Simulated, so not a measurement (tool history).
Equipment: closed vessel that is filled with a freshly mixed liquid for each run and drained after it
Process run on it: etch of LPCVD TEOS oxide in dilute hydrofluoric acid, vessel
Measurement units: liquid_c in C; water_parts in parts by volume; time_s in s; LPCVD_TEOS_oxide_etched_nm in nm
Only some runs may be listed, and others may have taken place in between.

| run | day | liquid_c | water_parts | time_s | LPCVD_TEOS_oxide_etched_nm |
|---|---|---|---|---|---|
| 1 | 0 | 23 | 270 | 145 | 19.447 |
| 2 | 0.108 | 23 | 270 | 155 | 20.654 |
| 3 | 0.396 | 25.5 | 265 | 155 | 23.353 |
| 4 | 0.442 | 25.5 | 265 | 155 | 22.923 |
| 5 | 0.771 | 25.5 | 190 | 155 | 35.051 |
| 6 | 1.058 | 23.5 | 190 | 155 | 32.731 |

Expected results for the next run?
| 7 | 1.154 | 22.5 | 190 | 155 | ? |

{"run 7": {"LPCVD_TEOS_oxide_etched_nm": 30.975}}

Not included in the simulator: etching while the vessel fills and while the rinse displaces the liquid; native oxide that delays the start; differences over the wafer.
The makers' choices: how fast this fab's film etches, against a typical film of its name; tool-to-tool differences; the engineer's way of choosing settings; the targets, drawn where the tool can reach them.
